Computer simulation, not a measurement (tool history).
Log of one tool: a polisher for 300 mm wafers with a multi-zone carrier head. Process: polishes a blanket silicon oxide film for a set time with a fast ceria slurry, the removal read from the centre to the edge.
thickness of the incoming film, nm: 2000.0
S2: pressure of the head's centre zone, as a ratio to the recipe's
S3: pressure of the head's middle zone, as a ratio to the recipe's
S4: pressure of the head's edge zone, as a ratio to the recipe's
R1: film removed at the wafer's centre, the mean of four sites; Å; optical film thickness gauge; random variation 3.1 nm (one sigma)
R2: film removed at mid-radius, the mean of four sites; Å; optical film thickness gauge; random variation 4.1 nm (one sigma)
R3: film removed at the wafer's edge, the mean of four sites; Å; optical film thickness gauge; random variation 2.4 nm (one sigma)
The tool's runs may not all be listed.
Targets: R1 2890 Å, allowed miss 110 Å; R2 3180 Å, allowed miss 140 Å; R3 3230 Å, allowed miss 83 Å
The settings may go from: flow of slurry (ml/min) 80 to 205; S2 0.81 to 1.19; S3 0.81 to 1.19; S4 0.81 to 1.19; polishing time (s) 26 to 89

{"run": 1, "hour": 0.0, "flow of slurry (ml/min)": 135, "S2": 1, "S3": 1, "S4": 1, "polishing time (s)": 57, "R1": 5608, "R2": 5869.8, "R3": 5916.8}
{"run": 2, "hour": 6.0, "flow of slurry (ml/min)": 125, "S2": 0.97, "S3": 0.98, "S4": 0.96, "polishing time (s)": 47, "R1": 4547.6, "R2": 4687, "R3": 4753.2}
{"run": 3, "hour": 9.6, "flow of slurry (ml/min)": 100, "S2": 0.97, "S3": 0.98, "S4": 0.96, "polishing time (s)": 47, "R1": 4170.2, "R2": 4421.7, "R3": 4544.7}
{"run": 4, "hour": 11.6, "flow of slurry (ml/min)": 95, "S2": 0.94, "S3": 0.97, "S4": 0.93, "polishing time (s)": 42, "R1": 3645.3, "R2": 3909.9, "R3": 4018.4}
{"run": 5, "hour": 18.5, "flow of slurry (ml/min)": 95, "S2": 0.94, "S3": 0.97, "S4": 0.93, "polishing time (s)": 30, "R1": 2573.9, "R2": 2759.3, "R3": 2852.4}
{"run": 6, "hour": 20.7, "flow of slurry (ml/min)": 80, "S2": 0.94, "S3": 0.97, "S4": 0.93, "polishing time (s)": 30, "R1": 2457.1, "R2": 2635, "R3": 2775.1}
{"hour": 21.4, "done": "slurry nozzle cleaned"}
{"run": 7, "hour": 21.4, "flow of slurry (ml/min)": 100, "S2": 0.93, "S3": 0.97, "S4": 0.94, "polishing time (s)": 30, "R1": 2726.3, "R2": 2932.2, "R3": 2951.9}
{"run": 8, "hour": 29.3, "flow of slurry (ml/min)": 105, "S2": 0.9, "S3": 0.95, "S4": 0.97, "polishing time (s)": 30, "R1": 2676.2, "R2": 2894.4, "R3": 3038.2}
{"run": 9, "hour": 36.7, "flow of slurry (ml/min)": 115, "S2": 0.89, "S3": 0.95, "S4": 0.98, "polishing time (s)": 30, "R1": 2621.5, "R2": 2951.8, "R3": 3080.2}

Which of these 5 next moves meets every target?
{"run": "A", "hour": 44.1, "flow of slurry (ml/min)": 125, "S2": 0.94, "S3": 0.97, "S4": 0.82, "polishing time (s)": 32, "R1": "?", "R2": "?", "R3": "?"}
{"run": "B", "hour": 44.1, "flow of slurry (ml/min)": 125, "S2": 0.89, "S3": 0.95, "S4": 0.93, "polishing time (s)": 32, "R1": "?", "R2": "?", "R3": "?"}
{"run": "C", "hour": 44.1, "flow of slurry (ml/min)": 120, "S2": 0.94, "S3": 0.87, "S4": 1.04, "polishing time (s)": 30, "R1": "?", "R2": "?", "R3": "?"}
{"run": "D", "hour": 44.1, "flow of slurry (ml/min)": 120, "S2": 0.95, "S3": 1.09, "S4": 0.91, "polishing time (s)": 29, "R1": "?", "R2": "?", "R3": "?"}
{"run": "E", "hour": 44.1, "flow of slurry (ml/min)": 100, "S2": 0.86, "S3": 0.94, "S4": 0.99, "polishing time (s)": 28, "R1": "?", "R2": "?", "R3": "?"}

move=A R1=3058.3 R2=3294.9 R3=3094
move=B R1=2894.5 R2=3238.1 R3=3276.2
move=C R1=2840.3 R2=2799.1 R3=3226.6
move=D R1=2779.3 R2=3270.7 R3=2918.2
move=E R1=2326.2 R2=2687.6 R3=2864.6
A: takes the result that was furthest off past its target
B: meets every target
C: brings the result that was furthest off to its target, and leaves another outside
D: further off than the last run
E: further off than the last run
Move B is the one to make.
